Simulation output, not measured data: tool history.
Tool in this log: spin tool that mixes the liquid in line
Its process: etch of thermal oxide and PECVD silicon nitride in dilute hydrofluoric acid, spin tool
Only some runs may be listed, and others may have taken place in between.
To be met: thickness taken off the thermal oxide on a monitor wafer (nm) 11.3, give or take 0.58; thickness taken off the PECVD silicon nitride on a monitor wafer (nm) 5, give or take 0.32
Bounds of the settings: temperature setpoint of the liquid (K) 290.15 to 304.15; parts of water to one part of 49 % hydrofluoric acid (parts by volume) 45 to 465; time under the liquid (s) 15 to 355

run,hour,temperature setpoint of the liquid (K),parts of water to one part of 49 % hydrofluoric acid (parts by volume),time under the liquid (s),thickness taken off the thermal oxide on a monitor wafer (nm),thickness taken off the PECVD silicon nitride on a monitor wafer (nm)
1,0,296.15,255,180,2.4445,1.1273
2,0.6,296.15,255,250,3.5511,1.5369
3,3.5,297.65,220,250,4.4224,1.9869
4,8.4,297.65,145,250,7.0762,3.0257
5,14,297.65,145,185,5.3349,2.2806
6,20.7,298.65,125,185,6.5788,2.7318
7,27.3,299.65,120,185,7.2194,3.1151
8,33.9,303.15,45,180,23.238,9.8675
9,34.4,299.15,90,215,11.14,4.5549
10,42.5,300.15,120,240,9.4105,3.9932
11,48.7,300.65,120,240,9.5799,4.1851
12,50.3,301.15,120,240,9.9508,4.4273

Which one of the following 5 next-run settings gets every result inside its allowed miss? There is exactly one.
A,51.9,299.15,130,240,?,?
B,51.9,303.65,155,265,?,?
C,51.9,304.15,185,295,?,?
D,51.9,299.65,145,355,?,?
E,51.9,304.15,160,255,?,?

move,thickness taken off the thermal oxide on a monitor wafer (nm),thickness taken off the PECVD silicon nitride on a monitor wafer (nm)
A,8.4307,3.4867
B,8.9257,4.2706
C,8.1491,4.09
D,11.186,4.7746
E,8.4136,4.101
A: its largest miss is bigger than the last run's
B: its largest miss is bigger than the last run's
C: its largest miss is bigger than the last run's
D: meets every target
E: its largest miss is bigger than the last run's
D is the move that brings every result within its allowed miss.

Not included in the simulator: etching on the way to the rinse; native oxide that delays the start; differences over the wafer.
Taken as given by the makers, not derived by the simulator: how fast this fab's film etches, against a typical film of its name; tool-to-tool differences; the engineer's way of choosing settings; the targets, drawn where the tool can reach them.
